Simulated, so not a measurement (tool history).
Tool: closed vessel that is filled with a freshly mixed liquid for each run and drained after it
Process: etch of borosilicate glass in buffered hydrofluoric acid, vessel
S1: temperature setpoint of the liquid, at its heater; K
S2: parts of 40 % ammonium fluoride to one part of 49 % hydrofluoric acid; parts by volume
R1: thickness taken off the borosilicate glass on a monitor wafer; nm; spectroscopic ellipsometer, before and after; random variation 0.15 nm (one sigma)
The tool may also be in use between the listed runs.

Run 1, hour 0.0: S1 296.15 K, S2 21.5 parts by volume, time in the liquid (s) 35. Result: R1 16.916 nm.
Run 2, hour 4.2: S1 298.65 K, S2 18.5 parts by volume, time in the liquid (s) 35. Result: R1 22.246 nm.
Run 3, hour 11.9: S1 298.65 K, S2 18.5 parts by volume, time in the liquid (s) 35. Result: R1 22.257 nm.
Run 4, hour 16.8: S1 300.15 K, S2 17.0 parts by volume, time in the liquid (s) 35. Result: R1 26.212 nm.
Run 5, hour 19.5: S1 301.65 K, S2 17.0 parts by volume, time in the liquid (s) 35. Result: R1 28.173 nm.
Run 6, hour 26.0: S1 302.15 K, S2 16.0 parts by volume, time in the liquid (s) 35. Result: R1 30.815 nm.
Run 7, hour 33.8: S1 302.65 K, S2 15.5 parts by volume, time in the liquid (s) 35. Result: R1 32.585 nm.

Forecast run 8:
Run 8, hour 40.9: S1 303.15 K, S2 15.0 parts by volume, time in the liquid (s) 35. Result: R1 ?.

{"run 8": {"R1": 34.732}}
